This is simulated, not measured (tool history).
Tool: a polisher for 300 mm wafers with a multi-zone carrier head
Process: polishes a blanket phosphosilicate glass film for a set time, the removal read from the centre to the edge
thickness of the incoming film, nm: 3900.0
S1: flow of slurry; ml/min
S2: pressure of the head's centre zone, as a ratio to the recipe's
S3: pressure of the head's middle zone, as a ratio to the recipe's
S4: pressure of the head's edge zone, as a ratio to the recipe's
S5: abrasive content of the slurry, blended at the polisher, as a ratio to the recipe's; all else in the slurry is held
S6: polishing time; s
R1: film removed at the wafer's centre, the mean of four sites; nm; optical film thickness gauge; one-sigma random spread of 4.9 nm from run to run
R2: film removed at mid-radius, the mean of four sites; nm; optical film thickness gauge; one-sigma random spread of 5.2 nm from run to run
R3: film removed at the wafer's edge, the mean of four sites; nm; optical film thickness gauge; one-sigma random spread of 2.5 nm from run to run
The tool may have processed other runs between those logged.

Run 1, hour 0.0: S1 155 ml/min, S2 1.00, S3 1.00, S4 1.00, S5 1.00, S6 55 s. Result: R1 344.10 nm, R2 323.73 nm, R3 330.94 nm.
Run 2, hour 2.9: S1 155 ml/min, S2 1.00, S3 1.08, S4 1.00, S5 1.00, S6 55 s. Result: R1 341.85 nm, R2 343.61 nm, R3 329.05 nm.
Run 3, hour 11.4: S1 155 ml/min, S2 0.93, S3 1.08, S4 1.00, S5 1.00, S6 55 s. Result: R1 302.53 nm, R2 342.98 nm, R3 331.37 nm.
Run 4, hour 18.1: S1 165 ml/min, S2 0.94, S3 1.10, S4 1.01, S5 1.00, S6 55 s. Result: R1 322.94 nm, R2 353.67 nm, R3 333.43 nm.
Run 5, hour 19.1: S1 165 ml/min, S2 0.94, S3 1.10, S4 0.95, S5 1.00, S6 55 s. Result: R1 318.44 nm, R2 348.73 nm, R3 322.60 nm.
Run 6, hour 21.6: S1 165 ml/min, S2 0.94, S3 1.18, S4 0.95, S5 1.00, S6 55 s. Result: R1 314.62 nm, R2 364.65 nm, R3 325.49 nm.
Run 7, hour 28.2: S1 210 ml/min, S2 1.01, S3 1.19, S4 0.96, S5 1.25, S6 55 s. Result: R1 376.78 nm, R2 414.00 nm, R3 359.59 nm.

Estimate the outcome of run 8 from the log above:
Run 8, hour 28.9: S1 220 ml/min, S2 1.02, S3 1.19, S4 0.97, S5 1.30, S6 55 s. Result: R1 ?, R2 ?, R3 ?.

R1: 395.77 nm
R2: 436.44 nm
R3: 367.69 nm
